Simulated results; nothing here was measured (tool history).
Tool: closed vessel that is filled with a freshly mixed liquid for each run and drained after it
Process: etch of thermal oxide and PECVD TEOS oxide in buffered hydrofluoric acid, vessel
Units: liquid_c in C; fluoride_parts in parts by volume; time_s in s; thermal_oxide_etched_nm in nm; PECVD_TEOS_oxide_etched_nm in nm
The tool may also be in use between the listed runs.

Run 1, hour 0.0: liquid_c 24.0 C, fluoride_parts 22.0 parts by volume, time_s 60 s. Result: thermal_oxide_etched_nm 31.394 nm, PECVD_TEOS_oxide_etched_nm 93.963 nm.
Run 2, hour 6.3: liquid_c 24.0 C, fluoride_parts 16.5 parts by volume, time_s 60 s. Result: thermal_oxide_etched_nm 40.344 nm, PECVD_TEOS_oxide_etched_nm 121.120 nm.
Run 3, hour 9.7: liquid_c 22.0 C, fluoride_parts 20.5 parts by volume, time_s 55 s. Result: thermal_oxide_etched_nm 27.084 nm, PECVD_TEOS_oxide_etched_nm 80.682 nm.
Run 4, hour 14.2: liquid_c 22.0 C, fluoride_parts 20.5 parts by volume, time_s 45 s. Result: thermal_oxide_etched_nm 21.915 nm, PECVD_TEOS_oxide_etched_nm 65.792 nm.
Run 5, hour 16.8: liquid_c 22.0 C, fluoride_parts 15.5 parts by volume, time_s 45 s. Result: thermal_oxide_etched_nm 29.058 nm, PECVD_TEOS_oxide_etched_nm 86.564 nm.
Run 6, hour 18.3: liquid_c 22.0 C, fluoride_parts 15.5 parts by volume, time_s 65 s. Result: thermal_oxide_etched_nm 42.064 nm, PECVD_TEOS_oxide_etched_nm 123.430 nm.
Run 7, hour 23.0: liquid_c 20.5 C, fluoride_parts 20.0 parts by volume, time_s 60 s. Result: thermal_oxide_etched_nm 27.673 nm, PECVD_TEOS_oxide_etched_nm 82.371 nm.
Run 8, hour 29.6: liquid_c 17.0 C, fluoride_parts 27.0 parts by volume, time_s 50 s. Result: thermal_oxide_etched_nm 15.610 nm, PECVD_TEOS_oxide_etched_nm 45.963 nm.
Run 9, hour 31.4: liquid_c 17.0 C, fluoride_parts 28.0 parts by volume, time_s 45 s. Result: thermal_oxide_etched_nm 13.463 nm, PECVD_TEOS_oxide_etched_nm 40.035 nm.

The next listed run, before its measurement:
Run 10, hour 38.7: liquid_c 17.0 C, fluoride_parts 28.5 parts by volume, time_s 45 s. Result: thermal_oxide_etched_nm ?, PECVD_TEOS_oxide_etched_nm ?.

{"run 10": {"thermal_oxide_etched_nm": 13.276, "PECVD_TEOS_oxide_etched_nm": 39.922}}

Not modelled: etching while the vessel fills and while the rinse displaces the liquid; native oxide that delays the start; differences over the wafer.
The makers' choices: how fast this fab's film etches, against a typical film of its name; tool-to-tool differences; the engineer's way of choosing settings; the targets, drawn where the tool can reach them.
